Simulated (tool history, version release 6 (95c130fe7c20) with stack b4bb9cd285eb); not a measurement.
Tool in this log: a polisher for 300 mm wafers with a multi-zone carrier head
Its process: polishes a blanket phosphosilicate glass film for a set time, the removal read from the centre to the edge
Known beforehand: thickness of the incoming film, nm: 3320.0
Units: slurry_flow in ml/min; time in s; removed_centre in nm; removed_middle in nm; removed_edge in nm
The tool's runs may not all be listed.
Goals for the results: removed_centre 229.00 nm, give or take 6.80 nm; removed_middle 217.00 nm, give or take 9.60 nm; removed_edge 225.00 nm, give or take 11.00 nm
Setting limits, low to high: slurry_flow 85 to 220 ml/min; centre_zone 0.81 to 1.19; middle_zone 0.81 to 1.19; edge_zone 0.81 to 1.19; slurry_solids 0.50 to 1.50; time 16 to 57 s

{"run": 1, "day": 0.0, "slurry_flow": 140, "centre_zone": 1.0, "middle_zone": 1.0, "edge_zone": 1.0, "slurry_solids": 1.0, "time": 36, "removed_centre": 342.63, "removed_middle": 343.88, "removed_edge": 354.07}
{"run": 2, "day": 0.375, "slurry_flow": 140, "centre_zone": 1.0, "middle_zone": 1.0, "edge_zone": 1.0, "slurry_solids": 0.9, "time": 36, "removed_centre": 323.84, "removed_middle": 320.2, "removed_edge": 330.0}
{"run": 3, "day": 0.412, "slurry_flow": 140, "centre_zone": 1.0, "middle_zone": 1.0, "edge_zone": 1.0, "slurry_solids": 0.9, "time": 39, "removed_centre": 350.38, "removed_middle": 342.44, "removed_edge": 360.16}
{"run": 4, "day": 0.475, "slurry_flow": 140, "centre_zone": 1.0, "middle_zone": 1.07, "edge_zone": 1.0, "slurry_solids": 0.9, "time": 39, "removed_centre": 353.65, "removed_middle": 363.2, "removed_edge": 348.99}
{"run": 5, "day": 0.621, "slurry_flow": 140, "centre_zone": 1.0, "middle_zone": 1.07, "edge_zone": 0.97, "slurry_solids": 0.9, "time": 39, "removed_centre": 352.78, "removed_middle": 373.08, "removed_edge": 340.18}
{"run": 6, "day": 0.9, "slurry_flow": 135, "centre_zone": 1.0, "middle_zone": 1.02, "edge_zone": 0.95, "slurry_solids": 0.75, "time": 37, "removed_centre": 293.11, "removed_middle": 298.14, "removed_edge": 292.88}
{"run": 7, "day": 0.983, "slurry_flow": 135, "centre_zone": 1.02, "middle_zone": 0.94, "edge_zone": 0.85, "slurry_solids": 0.5, "time": 34, "removed_centre": 190.95, "removed_middle": 177.96, "removed_edge": 177.94}
{"run": 8, "day": 1.292, "slurry_flow": 150, "centre_zone": 1.02, "middle_zone": 0.95, "edge_zone": 0.9, "slurry_solids": 0.5, "time": 33, "removed_centre": 188.09, "removed_middle": 179.22, "removed_edge": 179.25}
{"run": 9, "day": 1.333, "slurry_flow": 145, "centre_zone": 1.05, "middle_zone": 0.98, "edge_zone": 0.97, "slurry_solids": 0.5, "time": 33, "removed_centre": 195.36, "removed_middle": 182.51, "removed_edge": 189.39}
{"run": 10, "day": 1.483, "slurry_flow": 140, "centre_zone": 1.07, "middle_zone": 1.01, "edge_zone": 1.01, "slurry_solids": 0.5, "time": 33, "removed_centre": 199.69, "removed_middle": 181.35, "removed_edge": 193.3}
{"day": 1.762, "done": "worn pad replaced by a new one"}
{"run": 11, "day": 1.762, "slurry_flow": 145, "centre_zone": 1.07, "middle_zone": 1.04, "edge_zone": 1.04, "slurry_solids": 0.5, "time": 33, "removed_centre": 221.97, "removed_middle": 208.51, "removed_edge": 205.09}
{"run": 12, "day": 1.862, "slurry_flow": 145, "centre_zone": 1.06, "middle_zone": 1.04, "edge_zone": 1.07, "slurry_solids": 0.5, "time": 33, "removed_centre": 216.4, "removed_middle": 211.73, "removed_edge": 219.21}

5 candidate next runs follow, results not yet known. Just one meets every target within its allowed miss. Identify it.
{"run": "A", "day": 1.962, "slurry_flow": 130, "centre_zone": 1.08, "middle_zone": 1.02, "edge_zone": 1.08, "slurry_solids": 0.55, "time": 32, "removed_centre": "?", "removed_middle": "?", "removed_edge": "?"}
{"run": "B", "day": 1.962, "slurry_flow": 135, "centre_zone": 1.1, "middle_zone": 0.93, "edge_zone": 1.17, "slurry_solids": 0.55, "time": 31, "removed_centre": "?", "removed_middle": "?", "removed_edge": "?"}
{"run": "C", "day": 1.962, "slurry_flow": 125, "centre_zone": 0.99, "middle_zone": 1.1, "edge_zone": 1.06, "slurry_solids": 0.55, "time": 33, "removed_centre": "?", "removed_middle": "?", "removed_edge": "?"}
{"run": "D", "day": 1.962, "slurry_flow": 210, "centre_zone": 1.11, "middle_zone": 1.19, "edge_zone": 0.97, "slurry_solids": 0.55, "time": 28, "removed_centre": "?", "removed_middle": "?", "removed_edge": "?"}
{"run": "E", "day": 1.962, "slurry_flow": 110, "centre_zone": 1.14, "middle_zone": 0.92, "edge_zone": 1.15, "slurry_solids": 0.55, "time": 32, "removed_centre": "?", "removed_middle": "?", "removed_edge": "?"}

move=A removed_centre=229.57 removed_middle=215.66 removed_edge=226.91
move=B removed_centre=228.71 removed_middle=195.01 removed_edge=229.92
move=C removed_centre=214.60 removed_middle=234.99 removed_edge=230.19
move=D removed_centre=228.71 removed_middle=235.59 removed_edge=201.56
move=E removed_centre=230.15 removed_middle=189.00 removed_edge=226.77
A: all results in spec
B: the furthest-off result lands on target, but another misses its tolerance
C: further off than the last run
D: the furthest-off result lands on target, but another misses its tolerance
E: the furthest-off result lands on target, but another misses its tolerance
A meets every target.
